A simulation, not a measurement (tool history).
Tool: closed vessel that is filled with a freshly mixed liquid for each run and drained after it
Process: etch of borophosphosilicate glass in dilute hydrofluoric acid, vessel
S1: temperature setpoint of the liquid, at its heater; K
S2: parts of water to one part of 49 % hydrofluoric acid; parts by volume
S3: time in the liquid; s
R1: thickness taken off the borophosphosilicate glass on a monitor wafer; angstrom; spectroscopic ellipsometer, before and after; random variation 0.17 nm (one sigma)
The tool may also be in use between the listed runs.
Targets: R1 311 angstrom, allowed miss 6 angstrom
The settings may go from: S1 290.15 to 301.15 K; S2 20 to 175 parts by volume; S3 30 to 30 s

run	hour	S1	S2	S3	R1
1	0	293.15	95	30	249.56
2	6.6	293.65	95	30	254.73
3	10.3	294.15	95	30	258.49
4	16.2	294.65	95	30	263.76
5	19.4	295.15	95	30	269.6
6	23.2	295.65	95	30	274.36
# hour 31.6: thermometer replaced
7	31.6	296.15	95	30	263.3
8	36.9	296.65	95	30	269.92
9	43.5	297.15	95	30	275.42
10	46.8	297.65	95	30	278.83
11	48	298.15	95	30	283.55
12	56.6	298.15	95	30	285.83

Which of these 4 next moves meets every target?
A	65.2	297.65	90	30	?
B	65.2	299.15	100	30	?
C	65.2	295.65	95	30	?
D	65.2	298.65	90	30	?

move	R1
A	297.96
B	280.86
C	258.98
D	309.99
A: nearer than the last run, and not there yet
B: further off than the last run
C: further off than the last run
D: meets every target
Move D is the one to make.

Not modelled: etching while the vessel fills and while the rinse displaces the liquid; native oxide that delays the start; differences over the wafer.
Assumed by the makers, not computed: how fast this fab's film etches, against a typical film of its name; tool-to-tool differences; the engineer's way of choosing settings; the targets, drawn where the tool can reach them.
